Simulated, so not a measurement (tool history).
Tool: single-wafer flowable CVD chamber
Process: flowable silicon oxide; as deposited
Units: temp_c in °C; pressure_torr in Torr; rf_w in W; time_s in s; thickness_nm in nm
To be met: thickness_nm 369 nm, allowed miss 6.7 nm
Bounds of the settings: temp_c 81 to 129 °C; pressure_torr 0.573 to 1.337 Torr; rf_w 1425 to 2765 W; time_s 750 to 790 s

Run 1, hour 0: temp_c 105 °C, pressure_torr 0.955 Torr, rf_w 2095 W, time_s 790 s. Result: thickness_nm 520.01 nm.
Run 2, hour 5.3: temp_c 105 °C, pressure_torr 0.955 Torr, rf_w 2095 W, time_s 790 s. Result: thickness_nm 518.89 nm.
Run 3, hour 14: temp_c 108 °C, pressure_torr 0.954 Torr, rf_w 2095 W, time_s 790 s. Result: thickness_nm 463.23 nm.
Run 4, hour 20.5: temp_c 108 °C, pressure_torr 0.954 Torr, rf_w 2095 W, time_s 750 s. Result: thickness_nm 440.12 nm.
Run 5, hour 24.2: temp_c 110 °C, pressure_torr 0.954 Torr, rf_w 2095 W, time_s 750 s. Result: thickness_nm 407.83 nm.
Run 6, hour 28: temp_c 110 °C, pressure_torr 0.954 Torr, rf_w 2095 W, time_s 790 s. Result: thickness_nm 431 nm.
Run 7, hour 29.1: temp_c 111 °C, pressure_torr 0.954 Torr, rf_w 2095 W, time_s 790 s. Result: thickness_nm 416.22 nm.
Run 8, hour 37.9: temp_c 112 °C, pressure_torr 0.954 Torr, rf_w 2095 W, time_s 790 s. Result: thickness_nm 399.79 nm.
Run 9, hour 44.9: temp_c 113 °C, pressure_torr 0.954 Torr, rf_w 2095 W, time_s 790 s. Result: thickness_nm 383.94 nm.

4 next moves are on the table. One of them brings every result within its allowed miss. Which?
Run A, hour 51.9: temp_c 112 °C, pressure_torr 0.886 Torr, rf_w 2085 W, time_s 780 s. Result: thickness_nm ?.
Run B, hour 51.9: temp_c 111 °C, pressure_torr 0.951 Torr, rf_w 2025 W, time_s 790 s. Result: thickness_nm ?.
Run C, hour 51.9: temp_c 112 °C, pressure_torr 0.938 Torr, rf_w 2030 W, time_s 790 s. Result: thickness_nm ?.
Run D, hour 51.9: temp_c 109 °C, pressure_torr 0.838 Torr, rf_w 2240 W, time_s 770 s. Result: thickness_nm ?.

move  thickness_nm
   A        369.88
   B        413.05
   C        393.53
   D        390.64
A: meets every target
B: further off than the last run
C: further off than the last run
D: further off than the last run
The right move is A.
